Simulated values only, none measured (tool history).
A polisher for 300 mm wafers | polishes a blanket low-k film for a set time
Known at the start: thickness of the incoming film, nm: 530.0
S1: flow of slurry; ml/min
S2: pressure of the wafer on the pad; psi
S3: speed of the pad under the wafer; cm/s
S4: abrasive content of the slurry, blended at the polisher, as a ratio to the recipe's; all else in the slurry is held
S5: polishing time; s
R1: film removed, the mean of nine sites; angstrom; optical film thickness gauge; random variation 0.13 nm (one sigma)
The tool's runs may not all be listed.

{"run": 1, "hour": 0.0, "S1": 125, "S2": 1.9, "S3": 126, "S4": 1, "S5": 48, "R1": 206.82}
{"run": 2, "hour": 5.7, "S1": 100, "S2": 1.9, "S3": 126, "S4": 1, "S5": 48, "R1": 199.33}
{"run": 3, "hour": 11.7, "S1": 100, "S2": 1.9, "S3": 146, "S4": 1, "S5": 48, "R1": 209.66}
{"run": 4, "hour": 17.7, "S1": 95, "S2": 1.8, "S3": 146, "S4": 1, "S5": 48, "R1": 201.32}
{"run": 5, "hour": 22.4, "S1": 95, "S2": 2.1, "S3": 146, "S4": 1, "S5": 48, "R1": 219.95}
{"run": 6, "hour": 30.9, "S1": 105, "S2": 2.1, "S3": 146, "S4": 1, "S5": 48, "R1": 219.53}
{"run": 7, "hour": 35.2, "S1": 100, "S2": 1.7, "S3": 142, "S4": 1, "S5": 48, "R1": 193.7}
{"run": 8, "hour": 40.9, "S1": 95, "S2": 1.5, "S3": 140, "S4": 1, "S5": 48, "R1": 180.01}
{"run": 9, "hour": 47.4, "S1": 90, "S2": 1.4, "S3": 140, "S4": 1, "S5": 48, "R1": 170.23}
{"run": 10, "hour": 49.7, "S1": 85, "S2": 1.4, "S3": 140, "S4": 1, "S5": 48, "R1": 166.71}
{"hour": 54.7, "done": "conditioning disc replaced and pad reconditioned"}
{"run": 11, "hour": 54.7, "S1": 80, "S2": 1.4, "S3": 140, "S4": 1, "S5": 48, "R1": 213.23}
{"run": 12, "hour": 59.7, "S1": 90, "S2": 1.4, "S3": 140, "S4": 1, "S5": 48, "R1": 219.81}

The next listed run, before its measurement:
{"run": 13, "hour": 63.9, "S1": 85, "S2": 1.8, "S3": 132, "S4": 1, "S5": 48, "R1": "?"}

R1: 251.34 angstrom

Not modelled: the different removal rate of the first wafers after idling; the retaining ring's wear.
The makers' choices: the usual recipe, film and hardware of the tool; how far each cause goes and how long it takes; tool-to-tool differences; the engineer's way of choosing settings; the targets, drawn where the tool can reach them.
